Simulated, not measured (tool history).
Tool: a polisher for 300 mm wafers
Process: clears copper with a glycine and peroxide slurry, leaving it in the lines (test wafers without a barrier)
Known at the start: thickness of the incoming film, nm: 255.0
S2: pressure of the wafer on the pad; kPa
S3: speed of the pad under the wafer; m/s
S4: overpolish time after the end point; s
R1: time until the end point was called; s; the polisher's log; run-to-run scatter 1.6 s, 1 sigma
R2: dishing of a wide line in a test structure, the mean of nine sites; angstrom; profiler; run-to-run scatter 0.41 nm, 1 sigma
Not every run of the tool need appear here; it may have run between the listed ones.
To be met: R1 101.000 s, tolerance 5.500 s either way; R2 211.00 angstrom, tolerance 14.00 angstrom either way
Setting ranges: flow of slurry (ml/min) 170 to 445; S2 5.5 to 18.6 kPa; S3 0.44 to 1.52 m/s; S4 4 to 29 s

run 1 hour=0.0 | flow_of_slurry_(ml/min)=285 S2=11.7 S3=0.98 S4=15 | R1=70.803 R2=353.88
run 2 hour=1.4 | flow_of_slurry_(ml/min)=285 S2=10.3 S3=0.96 S4=14 | R1=78.434 R2=307.22
run 3 hour=3.2 | flow_of_slurry_(ml/min)=285 S2=10.3 S3=1.20 S4=14 | R1=66.490 R2=351.40
run 4 hour=6.5 | flow_of_slurry_(ml/min)=285 S2=9.7 S3=1.16 S4=13 | R1=70.253 R2=313.53
run 5 hour=12.2 | flow_of_slurry_(ml/min)=285 S2=9.7 S3=1.16 S4=9 | R1=69.548 R2=232.92
run 6 hour=17.1 | flow_of_slurry_(ml/min)=285 S2=9.0 S3=1.12 S4=10 | R1=74.595 R2=229.94
run 7 hour=18.4 | flow_of_slurry_(ml/min)=285 S2=8.3 S3=1.10 S4=11 | R1=81.433 R2=246.24
run 8 hour=22.7 | flow_of_slurry_(ml/min)=285 S2=8.3 S3=1.10 S4=11 | R1=79.965 R2=244.59
run 9 hour=28.5 | flow_of_slurry_(ml/min)=285 S2=7.6 S3=1.08 S4=11 | R1=84.358 R2=230.32
run 10 hour=36.5 | flow_of_slurry_(ml/min)=285 S2=6.9 S3=1.06 S4=11 | R1=89.194 R2=222.15
run 11 hour=41.9 | flow_of_slurry_(ml/min)=285 S2=6.9 S3=1.04 S4=11 | R1=91.129 R2=211.55
run 12 hour=45.6 | flow_of_slurry_(ml/min)=285 S2=6.2 S3=1.02 S4=12 | R1=93.443 R2=218.43

5 candidate next runs follow, results not yet known. Just one meets every target within its allowed miss. Identify it.
run A hour=49.3 | flow_of_slurry_(ml/min)=285 S2=6.2 S3=0.92 S4=10 | R1=? R2=?
run B hour=49.3 | flow_of_slurry_(ml/min)=295 S2=5.5 S3=0.92 S4=16 | R1=? R2=?
run C hour=49.3 | flow_of_slurry_(ml/min)=250 S2=6.2 S3=0.96 S4=12 | R1=? R2=?
run D hour=49.3 | flow_of_slurry_(ml/min)=290 S2=6.2 S3=1.06 S4=13 | R1=? R2=?
run E hour=49.3 | flow_of_slurry_(ml/min)=265 S2=6.9 S3=0.86 S4=10 | R1=? R2=?

move=A R1=100.800 R2=181.86
move=B R1=104.930 R2=266.81
move=C R1=99.556 R2=216.74
move=D R1=91.805 R2=249.30
move=E R1=101.730 R2=180.79
A: puts the biggest miss on target and leaves a different result outside tolerance
B: puts the biggest miss on target and leaves a different result outside tolerance
C: meets every target
D: misses by more than the last run did
E: puts the biggest miss on target and leaves a different result outside tolerance
Go with C: it meets all targets.

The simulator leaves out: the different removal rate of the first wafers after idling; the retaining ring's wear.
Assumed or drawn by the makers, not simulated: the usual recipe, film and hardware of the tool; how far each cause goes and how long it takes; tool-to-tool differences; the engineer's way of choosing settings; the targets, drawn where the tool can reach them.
